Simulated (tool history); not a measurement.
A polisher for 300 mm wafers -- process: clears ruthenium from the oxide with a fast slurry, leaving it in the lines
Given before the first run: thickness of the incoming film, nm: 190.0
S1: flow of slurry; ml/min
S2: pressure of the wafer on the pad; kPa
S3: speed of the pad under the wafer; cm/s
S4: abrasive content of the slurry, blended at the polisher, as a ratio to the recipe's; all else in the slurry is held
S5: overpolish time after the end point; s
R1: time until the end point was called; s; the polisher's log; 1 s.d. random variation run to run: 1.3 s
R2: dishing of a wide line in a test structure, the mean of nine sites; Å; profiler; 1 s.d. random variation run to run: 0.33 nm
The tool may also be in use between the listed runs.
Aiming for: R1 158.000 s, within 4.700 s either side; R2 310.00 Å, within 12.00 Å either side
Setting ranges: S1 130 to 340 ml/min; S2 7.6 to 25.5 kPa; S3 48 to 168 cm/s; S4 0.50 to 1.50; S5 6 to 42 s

{"run": 1, "day": 0.0, "S1": 220, "S2": 16.5, "S3": 108, "S4": 1.0, "S5": 21, "R1": 59.883, "R2": 526.89}
{"run": 2, "day": 0.292, "S1": 220, "S2": 16.5, "S3": 108, "S4": 0.9, "S5": 21, "R1": 63.098, "R2": 496.08}
{"run": 3, "day": 0.454, "S1": 215, "S2": 13.8, "S3": 96, "S4": 0.9, "S5": 23, "R1": 80.194, "R2": 415.43}
{"run": 4, "day": 0.775, "S1": 210, "S2": 11.7, "S3": 84, "S4": 0.9, "S5": 26, "R1": 104.29, "R2": 381.37}
{"run": 5, "day": 1.058, "S1": 205, "S2": 10.3, "S3": 78, "S4": 0.9, "S5": 27, "R1": 123.67, "R2": 341.76}
{"run": 6, "day": 1.225, "S1": 195, "S2": 9.7, "S3": 76, "S4": 0.9, "S5": 28, "R1": 133.84, "R2": 326.11}
{"run": 7, "day": 1.467, "S1": 180, "S2": 9.0, "S3": 76, "S4": 0.9, "S5": 29, "R1": 147.11, "R2": 306.92}
{"run": 8, "day": 1.533, "S1": 175, "S2": 9.0, "S3": 76, "S4": 0.9, "S5": 30, "R1": 143.11, "R2": 317.82}
{"run": 9, "day": 1.596, "S1": 165, "S2": 9.0, "S3": 76, "S4": 0.9, "S5": 31, "R1": 148.03, "R2": 318.5}
{"run": 10, "day": 1.817, "S1": 160, "S2": 9.0, "S3": 76, "S4": 0.9, "S5": 31, "R1": 149.94, "R2": 316.86}
{"run": 11, "day": 2.117, "S1": 155, "S2": 9.0, "S3": 76, "S4": 0.9, "S5": 31, "R1": 147.64, "R2": 315.48}
{"run": 12, "day": 2.479, "S1": 155, "S2": 7.6, "S3": 76, "S4": 0.9, "S5": 32, "R1": 174.79, "R2": 284.66}
{"run": 13, "day": 2.692, "S1": 170, "S2": 7.6, "S3": 76, "S4": 0.9, "S5": 32, "R1": 170.95, "R2": 288.57}
{"run": 14, "day": 2.925, "S1": 180, "S2": 7.6, "S3": 76, "S4": 0.9, "S5": 32, "R1": 169.38, "R2": 287.63}
{"run": 15, "day": 3.012, "S1": 185, "S2": 7.6, "S3": 76, "S4": 0.9, "S5": 32, "R1": 171.62, "R2": 289.21}
{"run": 16, "day": 3.204, "S1": 195, "S2": 9.0, "S3": 76, "S4": 0.9, "S5": 32, "R1": 145.05, "R2": 347.18}
{"run": 17, "day": 3.267, "S1": 180, "S2": 9.0, "S3": 76, "S4": 0.9, "S5": 32, "R1": 143.2, "R2": 340.3}
{"run": 18, "day": 3.396, "S1": 180, "S2": 9.0, "S3": 76, "S4": 0.9, "S5": 32, "R1": 144.52, "R2": 341.95}
{"run": 19, "day": 3.617, "S1": 170, "S2": 9.0, "S3": 76, "S4": 0.9, "S5": 32, "R1": 147.49, "R2": 324.84}
{"run": 20, "day": 3.942, "S1": 160, "S2": 9.0, "S3": 76, "S4": 0.9, "S5": 32, "R1": 145.34, "R2": 329.31}
{"run": 21, "day": 4.133, "S1": 155, "S2": 9.0, "S3": 76, "S4": 0.9, "S5": 32, "R1": 149.01, "R2": 330.35}
{"run": 22, "day": 4.292, "S1": 150, "S2": 9.0, "S3": 76, "S4": 0.9, "S5": 32, "R1": 150.65, "R2": 321.81}
{"run": 23, "day": 4.533, "S1": 145, "S2": 9.0, "S3": 76, "S4": 0.9, "S5": 32, "R1": 149.22, "R2": 326.07}
{"run": 24, "day": 4.604, "S1": 140, "S2": 9.0, "S3": 76, "S4": 0.9, "S5": 32, "R1": 151.69, "R2": 321.56}

Exactly one of the 4 candidate moves below puts every result within its allowed miss. Which one?
{"run": "A", "day": 4.675, "S1": 150, "S2": 7.6, "S3": 74, "S4": 0.95, "S5": 37, "R1": "?", "R2": "?"}
{"run": "B", "day": 4.675, "S1": 130, "S2": 11.0, "S3": 48, "S4": 0.8, "S5": 38, "R1": "?", "R2": "?"}
{"run": "C", "day": 4.675, "S1": 150, "S2": 8.3, "S3": 80, "S4": 0.8, "S5": 34, "R1": "?", "R2": "?"}
{"run": "D", "day": 4.675, "S1": 135, "S2": 11.0, "S3": 50, "S4": 0.9, "S5": 32, "R1": "?", "R2": "?"}

move=A R1=172.810 R2=323.58
move=B R1=173.770 R2=329.95
move=C R1=169.940 R2=303.90
move=D R1=156.530 R2=310.03
A: the result that was furthest off in the last run now lies on the other side of its target
B: the result that was furthest off in the last run now lies on the other side of its target
C: the result that was furthest off in the last run now lies on the other side of its target
D: in spec on every target
Go with D: it meets all targets.

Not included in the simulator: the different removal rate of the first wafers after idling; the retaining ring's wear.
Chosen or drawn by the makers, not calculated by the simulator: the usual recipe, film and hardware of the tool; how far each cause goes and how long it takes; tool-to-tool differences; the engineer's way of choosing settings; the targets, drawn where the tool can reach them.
